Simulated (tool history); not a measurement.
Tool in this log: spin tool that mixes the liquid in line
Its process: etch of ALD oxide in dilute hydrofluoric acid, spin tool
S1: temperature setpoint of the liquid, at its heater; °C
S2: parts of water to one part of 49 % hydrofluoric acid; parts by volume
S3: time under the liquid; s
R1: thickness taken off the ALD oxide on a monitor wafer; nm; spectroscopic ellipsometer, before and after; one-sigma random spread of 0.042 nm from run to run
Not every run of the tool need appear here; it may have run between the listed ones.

Run 1, hour 0.0: S1 23.0 °C, S2 270 parts by volume, S3 315 s. Result: R1 28.130 nm.
Run 2, hour 4.6: S1 21.5 °C, S2 295 parts by volume, S3 315 s. Result: R1 23.964 nm.
Run 3, hour 9.6: S1 20.5 °C, S2 320 parts by volume, S3 315 s. Result: R1 20.965 nm.
Run 4, hour 17.6: S1 20.5 °C, S2 280 parts by volume, S3 315 s. Result: R1 24.552 nm.
Run 5, hour 21.8: S1 20.5 °C, S2 350 parts by volume, S3 315 s. Result: R1 18.511 nm.
Run 6, hour 22.6: S1 20.5 °C, S2 420 parts by volume, S3 315 s. Result: R1 14.630 nm.

Run 7 has not been measured yet. What should we expect?
Run 7, hour 27.0: S1 20.0 °C, S2 420 parts by volume, S3 315 s. Result: R1 ?.

Run 7 yielded R1 14.360 nm.
